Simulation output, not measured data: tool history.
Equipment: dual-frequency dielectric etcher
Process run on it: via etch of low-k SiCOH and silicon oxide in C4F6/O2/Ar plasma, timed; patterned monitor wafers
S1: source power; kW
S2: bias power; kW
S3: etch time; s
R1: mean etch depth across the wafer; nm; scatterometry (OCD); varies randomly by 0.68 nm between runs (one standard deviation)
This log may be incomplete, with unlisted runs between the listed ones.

{"run": 1, "hour": 0.0, "S1": 0.34, "S2": 0.204, "S3": 66.5, "R1": 183}
{"run": 2, "hour": 3.6, "S1": 0.29, "S2": 0.204, "S3": 66.5, "R1": 168.69}
{"run": 3, "hour": 11.9, "S1": 0.32, "S2": 0.204, "S3": 66.5, "R1": 177.75}
{"run": 4, "hour": 14.5, "S1": 0.32, "S2": 0.19, "S3": 66.5, "R1": 172.96}
{"hour": 16.4, "done": "source power generator calibrated"}
{"run": 5, "hour": 16.4, "S1": 0.32, "S2": 0.205, "S3": 66.5, "R1": 182.05}
{"run": 6, "hour": 22.8, "S1": 0.31, "S2": 0.204, "S3": 66.5, "R1": 177.68}
{"run": 7, "hour": 27.9, "S1": 0.3, "S2": 0.202, "S3": 66.5, "R1": 173.25}
{"run": 8, "hour": 34.8, "S1": 0.29, "S2": 0.201, "S3": 66.5, "R1": 169.97}

Predict the results of run 9:
{"run": 9, "hour": 35.6, "S1": 0.28, "S2": 0.2, "S3": 66.5, "R1": "?"}

Run 9 produced R1 166.99 nm.

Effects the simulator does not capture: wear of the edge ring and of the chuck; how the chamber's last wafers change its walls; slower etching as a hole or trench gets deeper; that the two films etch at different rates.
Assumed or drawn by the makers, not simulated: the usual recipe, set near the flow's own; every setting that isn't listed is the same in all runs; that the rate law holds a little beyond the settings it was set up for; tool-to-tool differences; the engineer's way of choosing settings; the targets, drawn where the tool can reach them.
